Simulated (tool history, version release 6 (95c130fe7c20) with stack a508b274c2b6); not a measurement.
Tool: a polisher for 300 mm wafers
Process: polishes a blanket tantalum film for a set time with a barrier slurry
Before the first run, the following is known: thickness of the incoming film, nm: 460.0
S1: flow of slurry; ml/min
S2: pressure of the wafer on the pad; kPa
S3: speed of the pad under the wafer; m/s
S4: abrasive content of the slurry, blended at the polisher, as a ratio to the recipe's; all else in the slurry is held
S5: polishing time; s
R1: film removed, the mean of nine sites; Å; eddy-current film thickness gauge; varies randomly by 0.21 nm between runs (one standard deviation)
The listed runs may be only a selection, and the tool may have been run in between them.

run	day	S1	S2	S3	S4	S5	R1
1	0.000	130	11.0	1.16	1.0	18	276.88
2	0.125	130	11.0	1.16	1.0	16	242.04
3	0.471	130	11.0	1.16	0.8	16	227.33
4	0.588	125	10.3	1.16	0.8	16	210.82
5	0.812	125	10.3	1.16	0.8	16	211.40
6	1.033	125	10.3	1.26	0.8	16	231.27

Run 7 is up next; what results do you expect?
7	1.204	110	8.3	1.26	0.8	16	?

For run 7 the tool returned R1 177.27 Å.

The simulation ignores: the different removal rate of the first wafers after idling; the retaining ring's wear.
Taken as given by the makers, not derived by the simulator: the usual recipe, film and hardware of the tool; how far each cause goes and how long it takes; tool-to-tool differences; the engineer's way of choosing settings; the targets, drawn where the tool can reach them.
